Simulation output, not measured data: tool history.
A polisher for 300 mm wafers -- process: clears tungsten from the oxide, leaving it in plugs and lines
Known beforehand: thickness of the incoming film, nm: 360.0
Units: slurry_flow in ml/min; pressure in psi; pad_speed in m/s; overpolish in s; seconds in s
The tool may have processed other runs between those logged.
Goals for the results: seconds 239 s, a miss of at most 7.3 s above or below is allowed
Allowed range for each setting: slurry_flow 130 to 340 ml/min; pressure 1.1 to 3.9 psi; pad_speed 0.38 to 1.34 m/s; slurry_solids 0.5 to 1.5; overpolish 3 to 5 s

| run | hour | slurry_flow | pressure | pad_speed | slurry_solids | overpolish | seconds |
|---|---|---|---|---|---|---|---|
| 1 | 0 | 220 | 2.5 | 0.86 | 1 | 5 | 127.54 |
| 2 | 4.3 | 220 | 2.3 | 0.86 | 1 | 5 | 135.93 |
| 3 | 9.8 | 220 | 2.2 | 0.84 | 1 | 5 | 140.63 |
| 4 | 11.8 | 220 | 2.2 | 0.7 | 1 | 5 | 160.7 |
| 5 | 13.8 | 220 | 2.2 | 0.7 | 1 | 5 | 160.63 |
| 6 | 20.3 | 220 | 2.1 | 0.7 | 1 | 5 | 168.42 |
| 7 | 23 | 220 | 2 | 0.7 | 1 | 5 | 172.42 |
| 8 | 25.9 | 220 | 2 | 0.7 | 1 | 5 | 172.1 |
| 9 | 29.1 | 220 | 1.9 | 0.7 | 1 | 5 | 179.49 |
| 10 | 33.7 | 220 | 1.8 | 0.7 | 1 | 5 | 183.72 |
| 11 | 38.5 | 220 | 1.7 | 0.7 | 1 | 5 | 188.39 |
| 12 | 46.4 | 220 | 1.6 | 0.7 | 1 | 5 | 196.3 |
| 13 | 54.5 | 220 | 1.5 | 0.7 | 1 | 5 | 201.97 |
| 14 | 55.8 | 215 | 1.3 | 0.68 | 1 | 5 | 223.63 |
| 15 | 58 | 210 | 1.3 | 0.68 | 1 | 5 | 226.11 |

Pick the move, out of 5, that brings all results within their allowed miss; only one does.
| A | 60.2 | 175 | 1.2 | 0.62 | 0.9 | 5 | ? |
| B | 60.2 | 220 | 1.3 | 0.74 | 0.75 | 5 | ? |
| C | 60.2 | 230 | 1.5 | 0.62 | 0.95 | 5 | ? |
| D | 60.2 | 235 | 1.3 | 0.58 | 0.95 | 5 | ? |
| E | 60.2 | 200 | 1.1 | 0.68 | 1.1 | 5 | ? |

| move | seconds |
|---|---|
| A | 262.54 |
| B | 224.67 |
| C | 223.69 |
| D | 252.62 |
| E | 241.9 |
A: takes the biggest miss from the last run beyond its target
B: lands further from the targets than the last run did
C: lands further from the targets than the last run did
D: takes the biggest miss from the last run beyond its target
E: every result lands within tolerance
So the answer is move E, the one that meets all the targets.
